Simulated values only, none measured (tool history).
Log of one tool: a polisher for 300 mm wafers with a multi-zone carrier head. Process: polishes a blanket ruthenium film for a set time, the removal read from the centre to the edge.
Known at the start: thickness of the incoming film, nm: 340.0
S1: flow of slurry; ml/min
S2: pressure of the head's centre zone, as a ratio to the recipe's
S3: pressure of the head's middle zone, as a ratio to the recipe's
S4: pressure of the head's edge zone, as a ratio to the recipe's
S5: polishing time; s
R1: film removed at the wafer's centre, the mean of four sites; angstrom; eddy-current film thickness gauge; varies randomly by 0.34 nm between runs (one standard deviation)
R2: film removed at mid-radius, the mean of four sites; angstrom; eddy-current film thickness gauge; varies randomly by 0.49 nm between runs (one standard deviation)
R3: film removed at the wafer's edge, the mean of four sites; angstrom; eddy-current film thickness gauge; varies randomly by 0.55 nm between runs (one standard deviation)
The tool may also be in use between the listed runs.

run,hour,S1,S2,S3,S4,S5,R1,R2,R3
1,0.0,165,1.00,1.00,1.00,79,790.53,791.75,808.91
2,5.7,160,0.99,0.96,0.95,67,674.13,656.50,671.49
3,13.2,150,0.97,0.92,0.92,60,584.22,565.18,580.81
4,14.0,140,0.95,0.89,0.89,58,547.26,519.87,555.54
5,22.8,160,0.95,0.89,0.89,58,555.75,525.67,554.13
6,25.4,170,0.93,0.88,0.87,55,515.29,501.22,534.03
7,31.6,160,0.93,0.87,0.85,54,507.61,485.65,500.55

Forecast run 8:
8,32.2,115,0.90,0.83,0.87,54,?,?,?

Run 8 came out at R1 469.93 angstrom, R2 454.92 angstrom, R3 504.23 angstrom.
